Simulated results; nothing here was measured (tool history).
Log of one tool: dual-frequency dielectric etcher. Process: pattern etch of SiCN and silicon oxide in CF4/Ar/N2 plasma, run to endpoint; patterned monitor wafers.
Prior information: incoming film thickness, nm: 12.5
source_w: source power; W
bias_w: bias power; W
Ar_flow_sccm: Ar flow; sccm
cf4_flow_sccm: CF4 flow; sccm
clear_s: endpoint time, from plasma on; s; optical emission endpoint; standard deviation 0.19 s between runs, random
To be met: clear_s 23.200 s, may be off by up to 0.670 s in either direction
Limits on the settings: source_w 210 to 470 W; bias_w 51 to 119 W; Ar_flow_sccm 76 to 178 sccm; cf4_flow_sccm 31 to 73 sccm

run	hour	source_w	bias_w	Ar_flow_sccm	cf4_flow_sccm	clear_s
1	0.0	340	85	127	52	18.636
2	6.1	340	85	127	43	19.480
3	11.5	340	85	127	36	19.845
4	16.6	330	84	127	36	20.235
5	21.2	330	97	127	36	19.214
6	28.6	330	105	127	36	18.618
7	33.5	310	104	127	36	20.105
8	40.5	300	104	127	36	20.404
9	47.6	290	104	127	36	20.470
10	56.2	230	100	129	36	25.954
11	59.7	240	100	129	36	24.836
12	68.4	270	101	129	36	22.250
13	71.3	270	101	129	36	22.459

Next run, 5 choices. One meets every target within its allowed miss, the rest don't. Which?
A	74.2	250	109	120	45	?
B	74.2	270	104	131	38	?
C	74.2	280	101	113	32	?
D	74.2	270	92	112	37	?
E	74.2	230	113	130	35	?

move	clear_s
A	22.301
B	22.114
C	21.952
D	23.002
E	24.699
A: the biggest miss grows against the last run
B: the biggest miss grows against the last run
C: the biggest miss grows against the last run
D: each result inside its tolerance
E: carries the result that was furthest off beyond its target, to the other side
So the answer is move D, the one that meets all the targets.
